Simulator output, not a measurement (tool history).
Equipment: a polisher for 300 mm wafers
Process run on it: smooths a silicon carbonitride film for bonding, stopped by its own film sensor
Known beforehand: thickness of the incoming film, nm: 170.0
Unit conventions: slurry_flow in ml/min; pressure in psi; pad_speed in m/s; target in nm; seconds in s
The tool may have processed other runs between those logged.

Run 1, hour 0.0: slurry_flow 195 ml/min, pressure 1.8 psi, pad_speed 0.78 m/s, slurry_solids 1.0, target 141 nm. Result: seconds 212.76 s.
Run 2, hour 2.2: slurry_flow 195 ml/min, pressure 1.6 psi, pad_speed 0.78 m/s, slurry_solids 1.0, target 141 nm. Result: seconds 239.71 s.
Run 3, hour 9.4: slurry_flow 195 ml/min, pressure 1.6 psi, pad_speed 0.78 m/s, slurry_solids 1.0, target 141 nm. Result: seconds 239.64 s.
Run 4, hour 14.0: slurry_flow 195 ml/min, pressure 1.6 psi, pad_speed 0.78 m/s, slurry_solids 1.0, target 141 nm. Result: seconds 238.86 s.
Run 5, hour 20.9: slurry_flow 195 ml/min, pressure 1.5 psi, pad_speed 0.78 m/s, slurry_solids 1.0, target 141 nm. Result: seconds 256.69 s.
Run 6, hour 23.0: slurry_flow 195 ml/min, pressure 1.5 psi, pad_speed 0.78 m/s, slurry_solids 1.1, target 141 nm. Result: seconds 250.05 s.

The next listed run, before its measurement:
Run 7, hour 27.3: slurry_flow 195 ml/min, pressure 1.4 psi, pad_speed 0.78 m/s, slurry_solids 1.1, target 141 nm. Result: seconds ?.

{"run 7": {"seconds": 265.06}}
